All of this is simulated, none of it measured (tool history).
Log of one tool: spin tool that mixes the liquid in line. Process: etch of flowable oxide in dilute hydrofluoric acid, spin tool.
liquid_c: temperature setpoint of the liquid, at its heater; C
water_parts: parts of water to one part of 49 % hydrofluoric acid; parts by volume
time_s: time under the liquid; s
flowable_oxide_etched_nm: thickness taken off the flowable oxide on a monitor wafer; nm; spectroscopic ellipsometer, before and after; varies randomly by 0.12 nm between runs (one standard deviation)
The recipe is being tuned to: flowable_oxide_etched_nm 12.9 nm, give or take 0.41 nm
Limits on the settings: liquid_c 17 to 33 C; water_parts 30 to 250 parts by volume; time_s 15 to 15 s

run 1 hour=0 | liquid_c=25 water_parts=140 time_s=15 | flowable_oxide_etched_nm=4.3416
run 2 hour=6.5 | liquid_c=27 water_parts=115 time_s=15 | flowable_oxide_etched_nm=5.9141
run 3 hour=13.3 | liquid_c=28.5 water_parts=100 time_s=15 | flowable_oxide_etched_nm=7.3418
run 4 hour=18.5 | liquid_c=30.5 water_parts=100 time_s=15 | flowable_oxide_etched_nm=7.9663
run 5 hour=23.9 | liquid_c=30.5 water_parts=100 time_s=15 | flowable_oxide_etched_nm=7.8385
run 6 hour=30.5 | liquid_c=31 water_parts=90 time_s=15 | flowable_oxide_etched_nm=8.9223
run 7 hour=31.1 | liquid_c=31.5 water_parts=80 time_s=15 | flowable_oxide_etched_nm=10.491
run 8 hour=35.3 | liquid_c=33 water_parts=65 time_s=15 | flowable_oxide_etched_nm=13.91
run 9 hour=40.1 | liquid_c=32.5 water_parts=65 time_s=15 | flowable_oxide_etched_nm=13.798
run 10 hour=44.3 | liquid_c=32 water_parts=65 time_s=15 | flowable_oxide_etched_nm=13.474

Which single option among these 5 for the next run brings every result within its allowed miss of target? Just one does.
run A hour=48.5 | liquid_c=30 water_parts=55 time_s=15 | flowable_oxide_etched_nm=?
run B hour=48.5 | liquid_c=30.5 water_parts=60 time_s=15 | flowable_oxide_etched_nm=?
run C hour=48.5 | liquid_c=33 water_parts=65 time_s=15 | flowable_oxide_etched_nm=?
run D hour=48.5 | liquid_c=32.5 water_parts=65 time_s=15 | flowable_oxide_etched_nm=?
run E hour=48.5 | liquid_c=31 water_parts=65 time_s=15 | flowable_oxide_etched_nm=?

move=A flowable_oxide_etched_nm=15.164
move=B flowable_oxide_etched_nm=14.066
move=C flowable_oxide_etched_nm=14.174
move=D flowable_oxide_etched_nm=13.908
move=E flowable_oxide_etched_nm=13.135
A: misses by more than the last run did
B: misses by more than the last run did
C: misses by more than the last run did
D: misses by more than the last run did
E: hits every target within its allowed miss
Go with E: it meets all targets.
